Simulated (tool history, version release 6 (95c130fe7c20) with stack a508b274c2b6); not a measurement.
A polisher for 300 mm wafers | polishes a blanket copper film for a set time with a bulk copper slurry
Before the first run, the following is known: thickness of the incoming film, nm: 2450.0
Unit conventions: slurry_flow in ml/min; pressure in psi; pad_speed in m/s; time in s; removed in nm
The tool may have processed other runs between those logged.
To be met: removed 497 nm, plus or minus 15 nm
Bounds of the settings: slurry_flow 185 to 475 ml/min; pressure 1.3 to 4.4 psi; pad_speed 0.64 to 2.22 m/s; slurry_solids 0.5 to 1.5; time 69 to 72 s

run,day,slurry_flow,pressure,pad_speed,slurry_solids,time,removed
1,0,305,2.8,1.42,1,69,745.95
2,0.117,305,2.5,1.42,1,69,674.08
3,0.417,305,2.5,1.42,1,69,671.1
4,0.442,305,2.9,1.42,1,69,787.99
5,0.733,305,2.6,1.42,1,69,700.54
6,0.775,305,3,1.42,1,69,797.46
7,0.842,305,2.7,1.42,1,69,719.81
8,0.879,305,2.5,1.42,1,69,682.24
9,1.158,305,2.3,1.42,1,69,624.27
10,1.517,305,2.2,1.42,1,69,593.98
11,1.825,305,1.7,1.42,1,69,470.39

Of the 5 settings listed for the next run, only one would bring every result within its allowed miss of target. Which one?
A,2.133,300,1.6,1.42,1,72,?
B,2.133,355,1.5,1.58,0.85,72,?
C,2.133,235,1.7,1.46,1.2,72,?
D,2.133,255,2,1.08,0.85,72,?
E,2.133,265,1.3,1.82,1.1,69,?

move,removed
A,459.33
B,467.26
C,502.87
D,431.74
E,452.26
A: further off than the last run
B: further off than the last run
C: all results in spec
D: further off than the last run
E: further off than the last run
The right move is C.

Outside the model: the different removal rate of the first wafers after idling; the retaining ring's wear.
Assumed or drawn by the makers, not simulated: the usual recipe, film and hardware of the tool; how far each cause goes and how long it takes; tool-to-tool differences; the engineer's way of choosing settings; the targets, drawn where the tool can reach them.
